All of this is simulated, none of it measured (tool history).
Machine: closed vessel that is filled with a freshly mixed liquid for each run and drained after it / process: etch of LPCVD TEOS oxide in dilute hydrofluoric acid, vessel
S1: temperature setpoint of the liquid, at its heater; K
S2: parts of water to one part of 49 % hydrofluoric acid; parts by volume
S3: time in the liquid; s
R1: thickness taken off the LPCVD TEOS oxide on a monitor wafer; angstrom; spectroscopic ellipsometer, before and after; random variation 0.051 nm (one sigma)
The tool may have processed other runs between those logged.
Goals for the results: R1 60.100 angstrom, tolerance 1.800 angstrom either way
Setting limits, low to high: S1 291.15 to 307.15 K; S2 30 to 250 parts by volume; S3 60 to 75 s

{"run": 1, "hour": 0.0, "S1": 299.15, "S2": 140, "S3": 75, "R1": 112.44}
{"run": 2, "hour": 7.1, "S1": 301.65, "S2": 140, "S3": 75, "R1": 125.47}
{"run": 3, "hour": 11.3, "S1": 301.65, "S2": 115, "S3": 75, "R1": 158.37}
{"run": 4, "hour": 13.1, "S1": 303.15, "S2": 115, "S3": 75, "R1": 167.04}
{"run": 5, "hour": 18.4, "S1": 303.15, "S2": 115, "S3": 60, "R1": 135.39}
{"run": 6, "hour": 23.8, "S1": 303.15, "S2": 165, "S3": 60, "R1": 87.209}
{"run": 7, "hour": 28.6, "S1": 302.15, "S2": 165, "S3": 60, "R1": 85.026}
{"run": 8, "hour": 32.9, "S1": 301.15, "S2": 165, "S3": 60, "R1": 80.735}

Next run, 4 choices. One meets every target within its allowed miss, the rest don't. Which?
{"run": "A", "hour": 37.2, "S1": 304.65, "S2": 230, "S3": 60, "R1": "?"}
{"run": "B", "hour": 37.2, "S1": 297.15, "S2": 155, "S3": 70, "R1": "?"}
{"run": "C", "hour": 37.2, "S1": 299.15, "S2": 190, "S3": 60, "R1": "?"}
{"run": "D", "hour": 37.2, "S1": 300.15, "S2": 175, "S3": 70, "R1": "?"}

move=A R1=60.965
move=B R1=88.252
move=C R1=63.890
move=D R1=85.402
A: hits every target within its allowed miss
B: moves away from the targets compared with the last run
C: nearer the targets than the last run, but a result is still out of spec
D: moves away from the targets compared with the last run
A meets every target.
